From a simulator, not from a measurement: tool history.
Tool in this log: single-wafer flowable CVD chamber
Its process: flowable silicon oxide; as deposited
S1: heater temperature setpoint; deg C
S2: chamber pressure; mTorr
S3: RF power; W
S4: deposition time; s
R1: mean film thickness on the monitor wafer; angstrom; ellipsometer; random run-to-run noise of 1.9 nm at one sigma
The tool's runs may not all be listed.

run    day   S1    S2    S3   S4      R1
  1      0  100  1050  1735  584  4987.3
  2  0.129  100  1050  1570  584    4828
  3  0.392   98  1050  1570  584  5172.2
  4  0.717   98  1160  1570  584  5656.4
  5   0.75   97  1160  1570  584  5843.1
  6  1.129   96  1160  1570  584  6048.7
  7  1.342   95  1160  1570  584  6269.4
  8  1.646   94  1160  1570  584  6446.2

Run 9, settings as shown, results not yet in. Your forecast:
  9  2.012  93  1160  1570  584   ?

R1: 6681.8 angstrom
